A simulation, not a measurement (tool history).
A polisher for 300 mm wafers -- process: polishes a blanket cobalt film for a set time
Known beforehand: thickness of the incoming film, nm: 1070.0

| run | hour | flow of slurry (ml/min) | pressure of the wafer on the pad (kPa) | speed of the pad under the wafer (m/s) | polishing time (s) | film removed (nm) |
|---|---|---|---|---|---|---|
| 1 | 0 | 155 | 13.8 | 0.9 | 51 | 250 |
| 2 | 2 | 155 | 13.8 | 0.9 | 51 | 249.17 |
| 3 | 3 | 155 | 13.8 | 1.02 | 51 | 283.91 |
| 4 | 6.4 | 125 | 13.8 | 1.02 | 51 | 278.5 |
| 5 | 11.8 | 125 | 15.2 | 1.02 | 51 | 299.36 |
| 6 | 17.3 | 125 | 13.8 | 1.02 | 51 | 277.76 |
| 7 | 21.6 | 130 | 15.2 | 1.02 | 51 | 306.64 |
| 8 | 22.4 | 135 | 15.9 | 1.02 | 51 | 318.76 |
| 9 | 26.8 | 140 | 16.5 | 1.02 | 51 | 335.31 |
| 10 | 27.9 | 145 | 17.2 | 1.02 | 51 | 347.49 |

Run 11 is up next; what results do you expect?
| 11 | 35.7 | 145 | 17.9 | 1.02 | 51 | ? |

Run 11 produced film removed (nm) 358.58.

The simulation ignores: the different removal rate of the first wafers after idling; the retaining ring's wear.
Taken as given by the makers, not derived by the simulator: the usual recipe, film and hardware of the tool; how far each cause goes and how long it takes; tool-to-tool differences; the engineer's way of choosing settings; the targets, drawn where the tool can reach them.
